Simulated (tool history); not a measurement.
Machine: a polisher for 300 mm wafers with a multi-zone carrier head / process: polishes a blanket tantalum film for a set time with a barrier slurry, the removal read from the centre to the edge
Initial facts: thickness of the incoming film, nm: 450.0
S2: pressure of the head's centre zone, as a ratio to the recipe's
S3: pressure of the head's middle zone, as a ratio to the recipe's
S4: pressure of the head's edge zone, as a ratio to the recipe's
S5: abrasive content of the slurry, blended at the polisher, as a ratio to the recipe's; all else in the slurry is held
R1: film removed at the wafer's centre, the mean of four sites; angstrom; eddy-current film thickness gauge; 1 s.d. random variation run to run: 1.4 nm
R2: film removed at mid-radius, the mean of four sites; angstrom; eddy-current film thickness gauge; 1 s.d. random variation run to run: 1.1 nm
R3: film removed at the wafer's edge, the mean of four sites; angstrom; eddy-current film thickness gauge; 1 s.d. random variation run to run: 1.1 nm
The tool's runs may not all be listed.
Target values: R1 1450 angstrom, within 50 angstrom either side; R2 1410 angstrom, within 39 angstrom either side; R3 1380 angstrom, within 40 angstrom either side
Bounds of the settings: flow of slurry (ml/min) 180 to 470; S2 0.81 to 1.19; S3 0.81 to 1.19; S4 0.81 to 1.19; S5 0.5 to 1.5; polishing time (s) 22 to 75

{"run": 1, "hour": 0.0, "flow of slurry (ml/min)": 300, "S2": 1, "S3": 1, "S4": 1, "S5": 1, "polishing time (s)": 48, "R1": 1027.6, "R2": 1025, "R3": 1069}
{"run": 2, "hour": 6.8, "flow of slurry (ml/min)": 305, "S2": 1.03, "S3": 1.03, "S4": 1.02, "S5": 1.1, "polishing time (s)": 48, "R1": 1075.8, "R2": 1078.1, "R3": 1092.3}
{"run": 3, "hour": 11.2, "flow of slurry (ml/min)": 310, "S2": 1.05, "S3": 1.04, "S4": 1.04, "S5": 1.15, "polishing time (s)": 49, "R1": 1132.2, "R2": 1115, "R3": 1146}
{"run": 4, "hour": 20.0, "flow of slurry (ml/min)": 310, "S2": 1.05, "S3": 0.97, "S4": 1.04, "S5": 1.15, "polishing time (s)": 49, "R1": 1111.2, "R2": 1038.9, "R3": 1138.2}
{"run": 5, "hour": 24.9, "flow of slurry (ml/min)": 315, "S2": 1.07, "S3": 1, "S4": 1.06, "S5": 1.2, "polishing time (s)": 50, "R1": 1185.4, "R2": 1133.4, "R3": 1201.1}
{"run": 6, "hour": 31.3, "flow of slurry (ml/min)": 315, "S2": 1.15, "S3": 1, "S4": 1.06, "S5": 1.2, "polishing time (s)": 50, "R1": 1269.6, "R2": 1100, "R3": 1199}
{"run": 7, "hour": 38.0, "flow of slurry (ml/min)": 320, "S2": 1.16, "S3": 1.03, "S4": 1.08, "S5": 1.25, "polishing time (s)": 50, "R1": 1307.4, "R2": 1139.4, "R3": 1200.2}
{"run": 8, "hour": 39.0, "flow of slurry (ml/min)": 320, "S2": 1.15, "S3": 1.04, "S4": 1.09, "S5": 1.3, "polishing time (s)": 51, "R1": 1315.7, "R2": 1212.1, "R3": 1244.2}
{"run": 9, "hour": 43.8, "flow of slurry (ml/min)": 325, "S2": 1.16, "S3": 1.05, "S4": 1.1, "S5": 1.35, "polishing time (s)": 51, "R1": 1356, "R2": 1195.7, "R3": 1263.2}
{"run": 10, "hour": 47.9, "flow of slurry (ml/min)": 325, "S2": 1.16, "S3": 1.07, "S4": 1.11, "S5": 1.4, "polishing time (s)": 51, "R1": 1349.3, "R2": 1237, "R3": 1285.6}
{"run": 11, "hour": 51.0, "flow of slurry (ml/min)": 330, "S2": 1.16, "S3": 1.09, "S4": 1.12, "S5": 1.4, "polishing time (s)": 51, "R1": 1373.7, "R2": 1228.5, "R3": 1273.7}
{"run": 12, "hour": 53.8, "flow of slurry (ml/min)": 330, "S2": 1.15, "S3": 1.1, "S4": 1.12, "S5": 1.4, "polishing time (s)": 52, "R1": 1382.2, "R2": 1286.5, "R3": 1306.5}
{"run": 13, "hour": 58.6, "flow of slurry (ml/min)": 335, "S2": 1.15, "S3": 1.11, "S4": 1.13, "S5": 1.4, "polishing time (s)": 52, "R1": 1382.4, "R2": 1302.4, "R3": 1308.5}

5 next moves are on the table. One of them brings every result within its allowed miss. Which?
{"run": "A", "hour": 63.4, "flow of slurry (ml/min)": 385, "S2": 1.09, "S3": 1.19, "S4": 1.06, "S5": 1.2, "polishing time (s)": 54, "R1": "?", "R2": "?", "R3": "?"}
{"run": "B", "hour": 63.4, "flow of slurry (ml/min)": 240, "S2": 1.13, "S3": 1.12, "S4": 1.05, "S5": 1.3, "polishing time (s)": 58, "R1": "?", "R2": "?", "R3": "?"}
{"run": "C", "hour": 63.4, "flow of slurry (ml/min)": 415, "S2": 1.18, "S3": 1.1, "S4": 1.17, "S5": 1.5, "polishing time (s)": 52, "R1": "?", "R2": "?", "R3": "?"}
{"run": "D", "hour": 63.4, "flow of slurry (ml/min)": 325, "S2": 1.1, "S3": 0.98, "S4": 1.19, "S5": 1.5, "polishing time (s)": 57, "R1": "?", "R2": "?", "R3": "?"}
{"run": "E", "hour": 63.4, "flow of slurry (ml/min)": 450, "S2": 1.03, "S3": 1.13, "S4": 1.12, "S5": 1.5, "polishing time (s)": 55, "R1": "?", "R2": "?", "R3": "?"}

move=A R1=1317.9 R2=1360 R3=1296.5
move=B R1=1446.6 R2=1379.5 R3=1382
move=C R1=1441.2 R2=1293.3 R3=1363.4
move=D R1=1449.1 R2=1285 R3=1491.9
move=E R1=1335.8 R2=1402.9 R3=1420.2
A: about as far from the targets as the last run
B: every result within its allowed miss
C: its largest miss is bigger than the last run's
D: its largest miss is bigger than the last run's
E: brings the result that was furthest off to its target, and leaves another outside
Answer: B
